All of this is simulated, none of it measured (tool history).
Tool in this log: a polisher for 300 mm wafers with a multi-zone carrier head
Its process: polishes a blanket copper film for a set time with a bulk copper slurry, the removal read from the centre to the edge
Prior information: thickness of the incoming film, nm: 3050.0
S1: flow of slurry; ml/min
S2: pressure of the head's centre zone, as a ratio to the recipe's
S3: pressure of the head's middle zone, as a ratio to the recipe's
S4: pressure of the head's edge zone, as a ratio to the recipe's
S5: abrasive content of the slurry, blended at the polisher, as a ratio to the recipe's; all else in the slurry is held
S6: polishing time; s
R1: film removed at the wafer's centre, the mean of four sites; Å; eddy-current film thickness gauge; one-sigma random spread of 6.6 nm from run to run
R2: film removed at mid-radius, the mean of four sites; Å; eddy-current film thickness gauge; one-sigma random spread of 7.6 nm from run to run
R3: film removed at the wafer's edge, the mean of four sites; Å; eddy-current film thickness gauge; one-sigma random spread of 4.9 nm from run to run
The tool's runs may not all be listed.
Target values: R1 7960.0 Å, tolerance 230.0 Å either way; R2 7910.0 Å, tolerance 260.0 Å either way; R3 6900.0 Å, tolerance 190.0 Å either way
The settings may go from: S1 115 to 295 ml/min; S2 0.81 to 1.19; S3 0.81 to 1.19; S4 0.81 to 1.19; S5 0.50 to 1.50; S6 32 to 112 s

run  hour   S1    S2    S3    S4    S5  S6      R1      R2      R3
  1   0.0  190  1.00  1.00  1.00  1.00  72  8482.4  8840.4  8594.4
  2   3.2  190  1.00  1.00  1.00  0.90  72  8425.2  8678.6  8436.0
  3  11.3  185  1.01  1.00  0.96  0.80  72  8355.5  8469.5  8068.7
  4  15.2  180  1.01  1.00  0.93  0.75  72  8033.8  8405.9  7782.5
  5  23.7  175  1.03  1.00  0.90  0.70  72  8231.5  8300.1  7773.7
  6  29.8  175  1.03  1.05  0.90  0.70  72  8279.5  8534.2  7676.2
  7  31.7  170  1.04  1.05  0.88  0.65  72  7979.3  8416.1  7583.3
  8  37.6  170  1.04  1.05  0.88  0.65  72  8149.8  8526.1  7428.6
  9  45.8  165  1.05  1.04  0.87  0.60  72  8124.4  8193.5  7361.4
 10  50.5  160  1.06  1.04  0.86  0.60  72  8098.2  8230.4  7250.2
 11  53.0  155  1.06  1.04  0.85  0.60  72  7936.6  8174.0  7217.5

Which one of the following 5 next-run settings gets every result inside its allowed miss? There is exactly one.
  A  55.5  165  1.07  1.04  0.82  0.50  71   ?   ?   ?
  B  55.5  225  0.99  0.96  0.82  0.75  68   ?   ?   ?
  C  55.5  125  0.98  1.11  0.81  0.70  75   ?   ?   ?
  D  55.5  145  1.03  1.04  0.82  0.60  71   ?   ?   ?
  E  55.5  170  1.00  1.03  0.86  0.75  71   ?   ?   ?

move      R1      R2      R3
   A  7913.7  7961.1  6800.3
   B  7927.3  7950.0  7147.9
   C  7539.2  8694.0  7129.9
   D  7601.7  7930.7  6825.6
   E  7939.1  8392.4  7366.4
A: meets every target
B: closer than the last run, but not yet in spec
C: moves away from the targets compared with the last run
D: puts the biggest miss on target and leaves a different result outside tolerance
E: moves away from the targets compared with the last run
The right move is A.
